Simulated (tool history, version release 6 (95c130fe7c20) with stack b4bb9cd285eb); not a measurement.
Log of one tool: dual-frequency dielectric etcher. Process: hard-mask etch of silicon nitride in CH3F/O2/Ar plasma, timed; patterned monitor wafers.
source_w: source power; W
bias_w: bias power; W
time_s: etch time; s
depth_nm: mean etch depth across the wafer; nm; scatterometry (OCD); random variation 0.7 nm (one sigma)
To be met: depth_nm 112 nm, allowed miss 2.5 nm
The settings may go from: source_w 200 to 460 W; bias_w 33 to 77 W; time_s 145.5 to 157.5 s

Run 1, hour 0: source_w 330 W, bias_w 55 W, time_s 157.5 s. Result: depth_nm 95.302 nm.
Run 2, hour 8.3: source_w 360 W, bias_w 57 W, time_s 157.5 s. Result: depth_nm 101.1 nm.
Run 3, hour 13: source_w 310 W, bias_w 57 W, time_s 157.5 s. Result: depth_nm 94.9 nm.
Run 4, hour 17.2: source_w 340 W, bias_w 58 W, time_s 157.5 s. Result: depth_nm 98.24 nm.
Run 5, hour 20.8: source_w 340 W, bias_w 58 W, time_s 157.5 s. Result: depth_nm 99.717 nm.
At hour 25.2: source power generator calibrated.
Run 6, hour 25.2: source_w 360 W, bias_w 59 W, time_s 157.5 s. Result: depth_nm 99.65 nm.
Run 7, hour 32: source_w 390 W, bias_w 63 W, time_s 157.5 s. Result: depth_nm 107.3 nm.
Run 8, hour 33.2: source_w 400 W, bias_w 63 W, time_s 157.5 s. Result: depth_nm 108.33 nm.
Run 9, hour 34.8: source_w 410 W, bias_w 63 W, time_s 157.5 s. Result: depth_nm 109.09 nm.

Which of these 4 next moves meets every target?
Run A, hour 36.4: source_w 390 W, bias_w 66 W, time_s 150 s. Result: depth_nm ?.
Run B, hour 36.4: source_w 390 W, bias_w 70 W, time_s 150.5 s. Result: depth_nm ?.
Run C, hour 36.4: source_w 400 W, bias_w 71 W, time_s 154.5 s. Result: depth_nm ?.
Run D, hour 36.4: source_w 420 W, bias_w 69 W, time_s 147.5 s. Result: depth_nm ?.

move  depth_nm
   A    104.66
   B     107.6
   C    112.25
   D       108
A: further off than the last run
B: further off than the last run
C: meets every target
D: further off than the last run
Move C is the one to make.
